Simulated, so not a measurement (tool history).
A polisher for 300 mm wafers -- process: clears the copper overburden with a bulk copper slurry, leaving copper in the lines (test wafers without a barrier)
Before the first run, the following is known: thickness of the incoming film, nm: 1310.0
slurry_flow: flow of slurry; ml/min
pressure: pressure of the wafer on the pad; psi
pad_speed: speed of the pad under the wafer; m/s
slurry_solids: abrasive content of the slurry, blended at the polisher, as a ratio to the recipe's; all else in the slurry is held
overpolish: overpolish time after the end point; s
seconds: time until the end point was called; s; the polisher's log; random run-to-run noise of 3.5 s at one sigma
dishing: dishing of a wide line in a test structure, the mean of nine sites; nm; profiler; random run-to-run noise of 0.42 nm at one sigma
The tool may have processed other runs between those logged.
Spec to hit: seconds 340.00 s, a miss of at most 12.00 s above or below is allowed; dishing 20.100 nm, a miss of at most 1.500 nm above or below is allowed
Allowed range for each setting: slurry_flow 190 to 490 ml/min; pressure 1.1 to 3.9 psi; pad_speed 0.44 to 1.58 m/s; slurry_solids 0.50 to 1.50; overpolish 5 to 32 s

run  hour  slurry_flow  pressure  pad_speed  slurry_solids  overpolish  seconds  dishing
  1   0.0          315       2.5       1.00           1.00          16   141.13   64.561
  2   4.6          315       2.2       1.00           1.00          16   161.92   59.386
  3   8.6          315       2.2       1.00           1.00          19   160.77   65.058
  4  15.2          315       1.9       0.92           1.00          15   203.56   48.172
  5  20.3          320       1.7       0.88           1.00          12   228.56   35.128
  6  25.5          380       1.7       0.88           1.00          12   232.94   35.109
  7  26.2          380       1.5       0.84           1.00          11   269.41   29.236
  8  35.1          380       1.1       0.78           1.00           6   396.10   12.263
  9  39.1          385       1.2       0.76           1.00           7   372.25   14.916

Next run, 5 choices. One meets every target within its allowed miss, the rest don't. Which?
  A  43.1          400       1.2       0.84           0.95           9        ?        ?
  B  43.1          385       1.1       0.74           1.05          10        ?        ?
  C  43.1          320       1.1       0.80           1.05           9        ?        ?
  D  43.1          470       1.3       0.68           0.85          10        ?        ?
  E  43.1          325       1.7       0.50           0.95          12        ?        ?

move  seconds  dishing
   A   343.62   19.246
   B   410.74   17.972
   C   386.07   17.310
   D   398.86   18.628
   E   410.93   21.608
A: hits every target within its allowed miss
B: misses by more than the last run did
C: misses by more than the last run did
D: the furthest-off result lands on target, but another misses its tolerance
E: takes the biggest miss from the last run beyond its target
A is the move that brings every result within its allowed miss.

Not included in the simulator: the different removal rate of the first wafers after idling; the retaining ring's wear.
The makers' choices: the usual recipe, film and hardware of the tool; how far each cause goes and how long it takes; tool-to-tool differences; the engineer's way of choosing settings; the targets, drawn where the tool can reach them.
